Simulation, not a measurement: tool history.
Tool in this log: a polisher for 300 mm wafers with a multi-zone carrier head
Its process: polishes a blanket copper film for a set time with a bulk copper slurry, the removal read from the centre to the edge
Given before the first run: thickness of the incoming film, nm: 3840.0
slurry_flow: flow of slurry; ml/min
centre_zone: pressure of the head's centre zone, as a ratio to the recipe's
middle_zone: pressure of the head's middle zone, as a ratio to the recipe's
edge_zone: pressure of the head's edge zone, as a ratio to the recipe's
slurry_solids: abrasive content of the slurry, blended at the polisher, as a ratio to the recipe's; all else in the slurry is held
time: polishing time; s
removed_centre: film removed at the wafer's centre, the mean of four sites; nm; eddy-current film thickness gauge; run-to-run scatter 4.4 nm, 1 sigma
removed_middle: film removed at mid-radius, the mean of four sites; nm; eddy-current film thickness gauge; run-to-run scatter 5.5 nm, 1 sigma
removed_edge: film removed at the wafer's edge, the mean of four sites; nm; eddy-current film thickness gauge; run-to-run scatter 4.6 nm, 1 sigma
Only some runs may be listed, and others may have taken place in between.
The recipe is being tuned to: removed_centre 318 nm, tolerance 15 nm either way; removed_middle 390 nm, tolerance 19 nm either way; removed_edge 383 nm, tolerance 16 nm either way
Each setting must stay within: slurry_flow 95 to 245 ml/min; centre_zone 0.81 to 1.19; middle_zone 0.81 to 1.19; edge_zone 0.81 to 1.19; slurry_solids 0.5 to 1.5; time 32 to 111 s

run	hour	slurry_flow	centre_zone	middle_zone	edge_zone	slurry_solids	time	removed_centre	removed_middle	removed_edge
1	0	155	1	1	1	1	71	418.7	429.16	411.05
2	2.3	155	1	0.95	1	1	71	425.17	408.93	416.66
3	9.5	150	0.96	0.96	1	0.95	71	403.04	408.38	414.07
4	13.8	145	0.93	0.97	1	0.9	70	380.53	396.2	400.94
5	19.5	130	0.93	0.97	1	0.9	70	372.05	391.8	397.53
6	20.3	130	0.93	0.97	1.04	0.9	70	367.56	388.15	392.63
7	22.6	125	0.91	0.98	1.04	0.9	70	364.04	389.26	386.86
8	27.9	120	0.89	0.99	1.02	0.85	71	341.99	394.59	390.68
9	29.5	115	0.88	0.99	1.02	0.85	71	333.07	389.1	385.96

Which single option among these 5 for the next run brings every result within its allowed miss of target? Just one does.
A	31.1	110	0.84	0.99	0.97	0.85	73	?	?	?
B	31.1	125	0.88	1.01	0.99	0.85	73	?	?	?
C	31.1	125	0.93	0.9	1.03	0.9	69	?	?	?
D	31.1	95	0.88	0.91	0.93	0.7	82	?	?	?
E	31.1	115	0.94	0.98	1	0.6	74	?	?	?

move	removed_centre	removed_middle	removed_edge
A	332.58	391.27	393.22
B	363.42	412.5	407.07
C	366.29	357.18	396.47
D	358.64	378.28	406.89
E	363.72	377.81	387.27
A: every result within its allowed miss
B: moves away from the targets compared with the last run
C: moves away from the targets compared with the last run
D: moves away from the targets compared with the last run
E: moves away from the targets compared with the last run
The move that meets every target is A.

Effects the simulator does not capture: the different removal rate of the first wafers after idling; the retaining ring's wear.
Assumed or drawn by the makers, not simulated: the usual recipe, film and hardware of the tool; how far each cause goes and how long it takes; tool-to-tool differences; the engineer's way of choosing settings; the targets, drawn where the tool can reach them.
